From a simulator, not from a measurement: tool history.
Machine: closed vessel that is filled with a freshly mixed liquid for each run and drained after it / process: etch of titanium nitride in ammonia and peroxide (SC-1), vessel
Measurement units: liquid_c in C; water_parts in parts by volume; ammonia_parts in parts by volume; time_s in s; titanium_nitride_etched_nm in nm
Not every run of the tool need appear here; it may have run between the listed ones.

| run | hour | liquid_c | water_parts | ammonia_parts | time_s | titanium_nitride_etched_nm |
|---|---|---|---|---|---|---|
| 1 | 0 | 56 | 22 | 0.45 | 235 | 19.413 |
| 2 | 4.3 | 55 | 22 | 0.45 | 235 | 18.006 |
| 3 | 9.7 | 55 | 22 | 0.45 | 235 | 18.203 |
| 4 | 10.5 | 55 | 22 | 0.45 | 235 | 18.024 |
| 5 | 18 | 54.5 | 22 | 0.45 | 235 | 17.41 |
| 6 | 19 | 51.5 | 22 | 0.45 | 235 | 14.187 |

Run 7 has not been measured yet. What should we expect?
| 7 | 26.2 | 52 | 22 | 0.45 | 235 | ? |

titanium_nitride_etched_nm: 14.753 nm

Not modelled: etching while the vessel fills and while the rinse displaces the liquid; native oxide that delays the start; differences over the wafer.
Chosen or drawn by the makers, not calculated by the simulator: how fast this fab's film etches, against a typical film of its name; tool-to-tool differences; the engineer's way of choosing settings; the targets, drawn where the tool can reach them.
